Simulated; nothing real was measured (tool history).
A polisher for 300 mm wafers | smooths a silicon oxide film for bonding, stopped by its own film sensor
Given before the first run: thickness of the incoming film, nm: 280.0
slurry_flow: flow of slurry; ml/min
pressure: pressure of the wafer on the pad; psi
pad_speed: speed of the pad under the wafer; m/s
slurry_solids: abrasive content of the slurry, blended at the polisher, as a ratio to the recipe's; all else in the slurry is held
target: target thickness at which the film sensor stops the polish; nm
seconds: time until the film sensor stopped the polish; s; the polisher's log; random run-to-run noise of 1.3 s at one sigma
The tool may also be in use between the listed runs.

Run 1, hour 0: slurry_flow 190 ml/min, pressure 2.8 psi, pad_speed 1.06 m/s, slurry_solids 1, target 247 nm. Result: seconds 33.249 s.
Run 2, hour 7.6: slurry_flow 190 ml/min, pressure 2.5 psi, pad_speed 1 m/s, slurry_solids 1, target 247 nm. Result: seconds 39.51 s.
Run 3, hour 8.5: slurry_flow 190 ml/min, pressure 2.3 psi, pad_speed 0.98 m/s, slurry_solids 1, target 247 nm. Result: seconds 41.997 s.
Run 4, hour 14.9: slurry_flow 220 ml/min, pressure 2.3 psi, pad_speed 0.98 m/s, slurry_solids 1, target 247 nm. Result: seconds 42.459 s.
Run 5, hour 15.9: slurry_flow 220 ml/min, pressure 2.6 psi, pad_speed 0.98 m/s, slurry_solids 1, target 247 nm. Result: seconds 37.214 s.
Run 6, hour 22.9: slurry_flow 190 ml/min, pressure 2.6 psi, pad_speed 0.98 m/s, slurry_solids 1, target 247 nm. Result: seconds 38.044 s.

Forecast run 7:
Run 7, hour 29.4: slurry_flow 190 ml/min, pressure 2.6 psi, pad_speed 0.98 m/s, slurry_solids 1, target 247 nm. Result: seconds ?.

Run 7 yielded seconds 38.636 s.
